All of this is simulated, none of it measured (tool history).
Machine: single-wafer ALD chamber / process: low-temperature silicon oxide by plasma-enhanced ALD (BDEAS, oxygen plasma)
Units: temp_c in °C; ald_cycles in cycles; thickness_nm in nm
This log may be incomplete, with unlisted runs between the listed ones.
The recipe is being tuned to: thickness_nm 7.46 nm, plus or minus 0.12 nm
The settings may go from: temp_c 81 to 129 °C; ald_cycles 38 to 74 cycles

run  hour  temp_c  ald_cycles  thickness_nm
  1     0     105          56        9.3977
  2   0.7     101          56        9.5172
  3   5.9     103          54        9.2673
  4   8.1     103          46        7.8465
  5  11.3     104          46        7.8476
  6  18.1     105          46        7.8601
  7    23     106          46        7.7815
  8  29.1     115          44          7.27
  9  36.5     114          44        7.3097
 10  38.2     112          44         7.334

Consider the 5 candidate settings below. Which is the only one whose results all fall within their allowed miss of target?
  A  39.9     117          45             ?
  B  39.9     118          43             ?
  C  39.9     111          42             ?
  D  39.9     112          43             ?
  E  39.9     108          46             ?

move  thickness_nm
   A         7.446
   B        7.0999
   C        7.0384
   D        7.1909
   E        7.7574
A: every result lands within tolerance
B: misses by more than the last run did
C: misses by more than the last run did
D: misses by more than the last run did
E: takes the result that was furthest off past its target
The right move is A.

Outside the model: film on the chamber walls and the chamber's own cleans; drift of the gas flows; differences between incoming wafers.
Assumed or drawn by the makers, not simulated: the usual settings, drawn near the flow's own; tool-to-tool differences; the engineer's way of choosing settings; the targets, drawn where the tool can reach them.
